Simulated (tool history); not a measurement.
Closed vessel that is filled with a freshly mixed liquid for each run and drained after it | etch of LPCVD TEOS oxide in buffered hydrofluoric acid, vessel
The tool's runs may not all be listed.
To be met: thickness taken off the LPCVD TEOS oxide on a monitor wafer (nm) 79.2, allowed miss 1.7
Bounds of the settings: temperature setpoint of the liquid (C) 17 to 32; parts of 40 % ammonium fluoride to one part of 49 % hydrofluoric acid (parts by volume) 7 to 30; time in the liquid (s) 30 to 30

run,hour,temperature setpoint of the liquid (C),parts of 40 % ammonium fluoride to one part of 49 % hydrofluoric acid (parts by volume),time in the liquid (s),thickness taken off the LPCVD TEOS oxide on a monitor wafer (nm)
1,0,24,19,30,28.908
2,1.6,25.5,16.5,30,36.267
3,9.4,27,15,30,42.983
4,15.5,27,15,30,42.559
5,23.7,28,13.5,30,50.372
6,27,24.5,13.5,30,41.818
7,31.4,24.5,13.5,30,41.332
8,33.7,26,12.5,30,48.528
9,39.9,27,12,30,53.97

Which of these 5 next moves meets every target?
A,46.1,30.5,8,30,?
B,46.1,30,11.5,30,?
C,46.1,30,8.5,30,?
D,46.1,28.5,8.5,30,?
E,46.1,27,7.5,30,?

move,thickness taken off the LPCVD TEOS oxide on a monitor wafer (nm)
A,93.324
B,65.384
C,85.142
D,78.676
E,83.18
A: takes the result that was furthest off past its target
B: nearer than the last run, and not there yet
C: takes the result that was furthest off past its target
D: meets every target
E: takes the result that was furthest off past its target
The right move is D.

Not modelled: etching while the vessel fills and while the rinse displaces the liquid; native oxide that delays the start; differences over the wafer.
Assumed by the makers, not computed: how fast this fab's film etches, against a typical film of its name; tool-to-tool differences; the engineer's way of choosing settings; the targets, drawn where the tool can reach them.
